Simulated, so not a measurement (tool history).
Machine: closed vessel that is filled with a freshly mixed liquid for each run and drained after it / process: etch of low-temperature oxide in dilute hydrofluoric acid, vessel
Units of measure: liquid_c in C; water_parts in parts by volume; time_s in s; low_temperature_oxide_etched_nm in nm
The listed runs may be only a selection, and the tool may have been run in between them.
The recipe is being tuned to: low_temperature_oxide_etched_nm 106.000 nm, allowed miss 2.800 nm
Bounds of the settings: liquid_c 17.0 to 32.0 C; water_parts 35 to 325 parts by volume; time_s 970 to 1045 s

run,day,liquid_c,water_parts,time_s,low_temperature_oxide_etched_nm
1,0.000,24.0,180,970,58.526
2,0.058,24.0,120,970,94.392
3,0.258,24.0,120,970,94.100
4,0.588,25.5,120,970,100.130
5,0.692,23.0,120,970,92.098
6,0.992,23.0,85,970,132.760
7,1.062,22.0,90,970,120.150
8,1.417,21.0,90,970,115.530
9,1.538,21.0,90,970,115.130

Which one of the following 4 next-run settings gets every result inside its allowed miss? There is exactly one.
A,1.658,21.5,85,990,?
B,1.658,21.0,105,1045,?
C,1.658,20.0,85,995,?
D,1.658,21.5,95,1015,?

move,low_temperature_oxide_etched_nm
A,128.050
B,104.760
C,120.980
D,116.090
A: the biggest miss grows against the last run
B: each result inside its tolerance
C: the biggest miss grows against the last run
D: the biggest miss grows against the last run
Answer: B
